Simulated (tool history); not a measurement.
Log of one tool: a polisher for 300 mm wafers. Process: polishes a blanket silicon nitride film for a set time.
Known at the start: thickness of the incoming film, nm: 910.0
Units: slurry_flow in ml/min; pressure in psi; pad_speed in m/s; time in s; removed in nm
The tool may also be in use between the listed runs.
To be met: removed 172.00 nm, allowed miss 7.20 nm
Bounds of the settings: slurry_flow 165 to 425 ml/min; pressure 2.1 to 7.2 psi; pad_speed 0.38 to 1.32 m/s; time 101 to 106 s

Run 1, hour 0.0: slurry_flow 275 ml/min, pressure 4.6 psi, pad_speed 0.84 m/s, time 101 s. Result: removed 230.26 nm.
Run 2, hour 3.1: slurry_flow 275 ml/min, pressure 4.6 psi, pad_speed 0.92 m/s, time 101 s. Result: removed 249.86 nm.
Run 3, hour 9.0: slurry_flow 275 ml/min, pressure 4.4 psi, pad_speed 0.92 m/s, time 101 s. Result: removed 241.29 nm.
Run 4, hour 10.3: slurry_flow 275 ml/min, pressure 4.2 psi, pad_speed 0.92 m/s, time 101 s. Result: removed 235.01 nm.
Run 5, hour 16.2: slurry_flow 275 ml/min, pressure 4.2 psi, pad_speed 0.92 m/s, time 101 s. Result: removed 230.36 nm.
Run 6, hour 25.2: slurry_flow 275 ml/min, pressure 5.2 psi, pad_speed 0.92 m/s, time 101 s. Result: removed 280.10 nm.
Run 7, hour 29.0: slurry_flow 275 ml/min, pressure 4.9 psi, pad_speed 0.92 m/s, time 101 s. Result: removed 266.12 nm.
Run 8, hour 29.6: slurry_flow 275 ml/min, pressure 4.6 psi, pad_speed 0.92 m/s, time 101 s. Result: removed 254.23 nm.
Run 9, hour 34.9: slurry_flow 275 ml/min, pressure 3.3 psi, pad_speed 0.88 m/s, time 101 s. Result: removed 180.54 nm.
Run 10, hour 40.9: slurry_flow 275 ml/min, pressure 3.3 psi, pad_speed 0.88 m/s, time 101 s. Result: removed 181.11 nm.
Run 11, hour 48.1: slurry_flow 275 ml/min, pressure 3.2 psi, pad_speed 0.88 m/s, time 101 s. Result: removed 181.17 nm.

4 next moves are on the table. One of them brings every result within its allowed miss. Which?
Run A, hour 55.3: slurry_flow 425 ml/min, pressure 2.6 psi, pad_speed 0.98 m/s, time 106 s. Result: removed ?.
Run B, hour 55.3: slurry_flow 265 ml/min, pressure 2.8 psi, pad_speed 1.00 m/s, time 106 s. Result: removed ?.
Run C, hour 55.3: slurry_flow 285 ml/min, pressure 4.0 psi, pad_speed 0.76 m/s, time 101 s. Result: removed ?.
Run D, hour 55.3: slurry_flow 270 ml/min, pressure 3.2 psi, pad_speed 0.84 m/s, time 101 s. Result: removed ?.

move  removed
   A   183.51
   B   188.82
   C   191.19
   D   173.19
A: further off than the last run
B: further off than the last run
C: further off than the last run
D: meets every target
Move D is the one to make.

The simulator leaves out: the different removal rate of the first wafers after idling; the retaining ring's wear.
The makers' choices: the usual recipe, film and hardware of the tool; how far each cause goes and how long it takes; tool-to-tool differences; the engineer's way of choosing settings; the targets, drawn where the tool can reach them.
